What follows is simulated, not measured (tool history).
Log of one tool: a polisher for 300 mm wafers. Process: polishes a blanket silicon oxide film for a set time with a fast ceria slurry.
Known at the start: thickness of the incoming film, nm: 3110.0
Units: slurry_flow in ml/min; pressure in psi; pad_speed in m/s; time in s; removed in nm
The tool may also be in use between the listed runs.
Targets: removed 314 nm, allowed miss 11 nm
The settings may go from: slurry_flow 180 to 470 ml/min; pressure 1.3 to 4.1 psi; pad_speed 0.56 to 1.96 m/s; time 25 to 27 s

run	hour	slurry_flow	pressure	pad_speed	time	removed
1	0	300	2.7	1.26	27	468.68
2	7	300	2.4	1.26	27	420.38
3	12.3	370	2.4	1.26	27	427.37
4	13.4	370	2.2	1.26	27	391.98
5	16.2	410	2.2	1.26	27	400.19
6	25.1	410	2	1.26	27	364.02
7	27.8	410	1.9	1.26	27	340.8
8	34.7	405	1.8	1.26	27	324.61

4 next moves are on the table. One of them brings every result within its allowed miss. Which?
A	41.6	425	2	1.18	25	?
B	41.6	465	1.9	1.3	25	?
C	41.6	245	1.8	1.4	27	?
D	41.6	400	1.8	1.4	26	?

move	removed
A	311.77
B	327.9
C	341.35
D	344.57
A: meets every target
B: further off than the last run
C: further off than the last run
D: further off than the last run
The right move is A.
